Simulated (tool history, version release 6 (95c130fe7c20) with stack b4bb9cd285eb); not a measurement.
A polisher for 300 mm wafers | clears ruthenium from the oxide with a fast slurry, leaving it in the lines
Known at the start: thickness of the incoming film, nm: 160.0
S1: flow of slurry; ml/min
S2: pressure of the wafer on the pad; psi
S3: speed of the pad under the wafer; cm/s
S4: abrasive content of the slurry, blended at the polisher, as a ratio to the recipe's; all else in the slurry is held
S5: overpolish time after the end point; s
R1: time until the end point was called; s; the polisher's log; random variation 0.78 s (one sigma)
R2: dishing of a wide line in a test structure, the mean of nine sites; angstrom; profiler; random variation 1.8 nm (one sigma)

run 1 hour=0 | S1=175 S2=2 S3=124 S4=1 S5=26 | R1=49.823 R2=608.92
run 2 hour=5 | S1=175 S2=2 S3=124 S4=1 S5=16 | R1=50.556 R2=387.39
run 3 hour=13.2 | S1=175 S2=2 S3=106 S4=1 S5=16 | R1=59.193 R2=349
run 4 hour=22.1 | S1=175 S2=2 S3=106 S4=1 S5=18 | R1=59.94 R2=391.41
run 5 hour=26.3 | S1=175 S2=2.3 S3=106 S4=1 S5=18 | R1=53.476 R2=440.15
run 6 hour=30.2 | S1=175 S2=2.3 S3=106 S4=1 S5=20 | R1=53.156 R2=501.8
run 7 hour=37.6 | S1=175 S2=2.4 S3=106 S4=1 S5=21 | R1=50.122 R2=520.94
run 8 hour=39.2 | S1=175 S2=2.4 S3=106 S4=1 S5=22 | R1=52.044 R2=543.63
run 9 hour=45.7 | S1=175 S2=2.5 S3=106 S4=1 S5=23 | R1=48.663 R2=599.03
run 10 hour=51.3 | S1=175 S2=2.5 S3=106 S4=1 S5=24 | R1=47.915 R2=601.86
run 11 hour=60.1 | S1=175 S2=2.5 S3=106 S4=1 S5=24 | R1=48.935 R2=603.16
run 12 hour=62 | S1=175 S2=2.5 S3=106 S4=1 S5=25 | R1=49.532 R2=623.44
run 13 hour=65.6 | S1=175 S2=2.6 S3=106 S4=1 S5=26 | R1=45.784 R2=646.42
run 14 hour=68.6 | S1=175 S2=2.6 S3=106 S4=1 S5=27 | R1=45.411 R2=690.21
run 15 hour=73.7 | S1=175 S2=2.6 S3=106 S4=1 S5=28 | R1=46.092 R2=706.01
run 16 hour=80.8 | S1=175 S2=2.6 S3=106 S4=1 S5=29 | R1=45.874 R2=726.98
run 17 hour=87.2 | S1=175 S2=2.6 S3=106 S4=1 S5=30 | R1=46.944 R2=746.85
run 18 hour=94.8 | S1=175 S2=2.6 S3=106 S4=1 S5=31 | R1=47.462 R2=760.89

Forecast run 19:
run 19 hour=96.8 | S1=175 S2=2.6 S3=106 S4=1 S5=32 | R1=? R2=?

Run 19 gave R1 46.529 s, R2 777.92 angstrom.
